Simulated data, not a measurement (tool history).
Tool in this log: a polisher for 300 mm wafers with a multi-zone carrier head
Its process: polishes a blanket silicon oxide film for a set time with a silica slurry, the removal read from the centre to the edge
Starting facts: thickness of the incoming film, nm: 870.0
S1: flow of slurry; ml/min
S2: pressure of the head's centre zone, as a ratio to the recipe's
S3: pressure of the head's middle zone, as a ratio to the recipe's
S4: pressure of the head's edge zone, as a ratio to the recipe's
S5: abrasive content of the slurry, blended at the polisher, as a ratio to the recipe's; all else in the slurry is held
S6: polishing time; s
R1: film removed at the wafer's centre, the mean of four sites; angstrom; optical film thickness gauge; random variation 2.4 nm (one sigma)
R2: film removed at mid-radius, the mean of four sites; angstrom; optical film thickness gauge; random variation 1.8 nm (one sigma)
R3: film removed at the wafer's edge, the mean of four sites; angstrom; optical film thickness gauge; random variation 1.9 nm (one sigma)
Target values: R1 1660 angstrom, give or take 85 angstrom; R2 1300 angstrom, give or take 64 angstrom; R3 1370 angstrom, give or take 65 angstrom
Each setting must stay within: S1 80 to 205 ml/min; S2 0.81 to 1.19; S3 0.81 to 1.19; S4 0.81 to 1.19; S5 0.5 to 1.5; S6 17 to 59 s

{"run": 1, "hour": 0.0, "S1": 135, "S2": 1, "S3": 1, "S4": 1, "S5": 1, "S6": 38, "R1": 1711.7, "R2": 1650.9, "R3": 1700.7}
{"run": 2, "hour": 2.1, "S1": 135, "S2": 1, "S3": 1.04, "S4": 1, "S5": 1, "S6": 38, "R1": 1721.3, "R2": 1758.3, "R3": 1681.5}
{"run": 3, "hour": 5.7, "S1": 135, "S2": 1, "S3": 1.04, "S4": 1, "S5": 1, "S6": 46, "R1": 2063.8, "R2": 2092.5, "R3": 2028.6}
{"run": 4, "hour": 14.1, "S1": 135, "S2": 1.04, "S3": 1.01, "S4": 0.97, "S5": 0.85, "S6": 44, "R1": 1886.7, "R2": 1822.9, "R3": 1779.3}
{"run": 5, "hour": 21.8, "S1": 130, "S2": 1.08, "S3": 0.97, "S4": 0.94, "S5": 0.75, "S6": 43, "R1": 1739.1, "R2": 1595, "R3": 1528.4}
{"run": 6, "hour": 29.0, "S1": 150, "S2": 1.08, "S3": 0.97, "S4": 0.94, "S5": 0.75, "S6": 43, "R1": 1828.5, "R2": 1617.8, "R3": 1637.1}
{"run": 7, "hour": 34.4, "S1": 140, "S2": 1.1, "S3": 0.92, "S4": 0.93, "S5": 0.75, "S6": 43, "R1": 1806.9, "R2": 1543.6, "R3": 1601.2}
{"run": 8, "hour": 37.9, "S1": 130, "S2": 1.12, "S3": 0.89, "S4": 0.91, "S5": 0.7, "S6": 43, "R1": 1734.6, "R2": 1384, "R3": 1479.4}
{"run": 9, "hour": 43.2, "S1": 125, "S2": 1.12, "S3": 0.89, "S4": 0.9, "S5": 0.7, "S6": 43, "R1": 1669.7, "R2": 1357.1, "R3": 1469.4}

Exercise: of the 4 proposed moves below, exactly one satisfies all targets within the stated allowed misses. Which move is it?
{"run": "A", "hour": 48.5, "S1": 130, "S2": 1.09, "S3": 0.89, "S4": 0.89, "S5": 0.7, "S6": 44, "R1": "?", "R2": "?", "R3": "?"}
{"run": "B", "hour": 48.5, "S1": 160, "S2": 1.16, "S3": 1.01, "S4": 0.87, "S5": 0.5, "S6": 49, "R1": "?", "R2": "?", "R3": "?"}
{"run": "C", "hour": 48.5, "S1": 110, "S2": 1.06, "S3": 0.83, "S4": 0.94, "S5": 0.65, "S6": 49, "R1": "?", "R2": "?", "R3": "?"}
{"run": "D", "hour": 48.5, "S1": 140, "S2": 1.15, "S3": 0.9, "S4": 0.9, "S5": 0.65, "S6": 41, "R1": "?", "R2": "?", "R3": "?"}

move=A R1=1715.8 R2=1410.3 R3=1492.3
move=B R1=1660.3 R2=1411 R3=1317.8
move=C R1=1679.3 R2=1352.2 R3=1570.5
move=D R1=1633.2 R2=1281.9 R3=1344.7
A: misses by more than the last run did
B: the furthest-off result lands on target, but another misses its tolerance
C: misses by more than the last run did
D: all results in spec
D meets every target.
